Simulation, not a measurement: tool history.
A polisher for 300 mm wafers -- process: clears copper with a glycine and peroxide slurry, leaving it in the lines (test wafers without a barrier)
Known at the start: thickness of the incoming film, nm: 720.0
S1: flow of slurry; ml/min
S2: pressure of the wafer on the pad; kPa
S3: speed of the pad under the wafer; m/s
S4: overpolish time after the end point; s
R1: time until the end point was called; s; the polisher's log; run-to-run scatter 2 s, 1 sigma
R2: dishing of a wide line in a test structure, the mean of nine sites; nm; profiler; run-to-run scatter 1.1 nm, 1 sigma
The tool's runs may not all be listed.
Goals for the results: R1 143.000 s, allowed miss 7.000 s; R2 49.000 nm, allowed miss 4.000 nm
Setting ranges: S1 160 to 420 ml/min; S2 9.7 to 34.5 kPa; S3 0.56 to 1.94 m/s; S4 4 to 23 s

Run 1, hour 0.0: S1 270 ml/min, S2 22.1 kPa, S3 1.24 m/s, S4 12 s. Result: R1 89.608 s, R2 61.154 nm.
Run 2, hour 1.0: S1 270 ml/min, S2 19.3 kPa, S3 1.22 m/s, S4 13 s. Result: R1 102.490 s, R2 61.196 nm.
Run 3, hour 6.8: S1 270 ml/min, S2 17.2 kPa, S3 1.20 m/s, S4 13 s. Result: R1 114.790 s, R2 53.099 nm.
Run 4, hour 12.7: S1 270 ml/min, S2 17.2 kPa, S3 1.20 m/s, S4 17 s. Result: R1 113.380 s, R2 65.691 nm.
Run 5, hour 18.3: S1 315 ml/min, S2 17.2 kPa, S3 1.20 m/s, S4 17 s. Result: R1 112.760 s, R2 62.129 nm.
Run 6, hour 22.6: S1 315 ml/min, S2 21.4 kPa, S3 1.20 m/s, S4 17 s. Result: R1 95.182 s, R2 73.233 nm.
Run 7, hour 31.3: S1 315 ml/min, S2 19.3 kPa, S3 1.18 m/s, S4 17 s. Result: R1 103.700 s, R2 69.360 nm.
Run 8, hour 38.1: S1 315 ml/min, S2 17.2 kPa, S3 1.18 m/s, S4 17 s. Result: R1 114.080 s, R2 65.732 nm.
Run 9, hour 45.8: S1 315 ml/min, S2 15.9 kPa, S3 1.18 m/s, S4 16 s. Result: R1 119.920 s, R2 61.311 nm.
Run 10, hour 48.9: S1 315 ml/min, S2 14.5 kPa, S3 1.18 m/s, S4 15 s. Result: R1 129.920 s, R2 55.271 nm.

Below are 4 possible settings for the next run. Only one of them brings all results inside the allowed miss of their targets. Which is it?
Run A, hour 52.0: S1 390 ml/min, S2 17.9 kPa, S3 0.88 m/s, S4 16 s. Result: R1 ?, R2 ?.
Run B, hour 52.0: S1 280 ml/min, S2 9.7 kPa, S3 1.46 m/s, S4 15 s. Result: R1 ?, R2 ?.
Run C, hour 52.0: S1 380 ml/min, S2 11.0 kPa, S3 1.28 m/s, S4 21 s. Result: R1 ?, R2 ?.
Run D, hour 52.0: S1 325 ml/min, S2 15.9 kPa, S3 1.28 m/s, S4 15 s. Result: R1 ?, R2 ?.

move       R1      R2
   A  133.400  56.681
   B  147.360  47.838
   C  144.760  61.801
   D  114.310  59.255
A: just as far off the targets as the last run
B: in spec on every target
C: brings the result that was furthest off to its target, and leaves another outside
D: misses by more than the last run did
B meets every target.
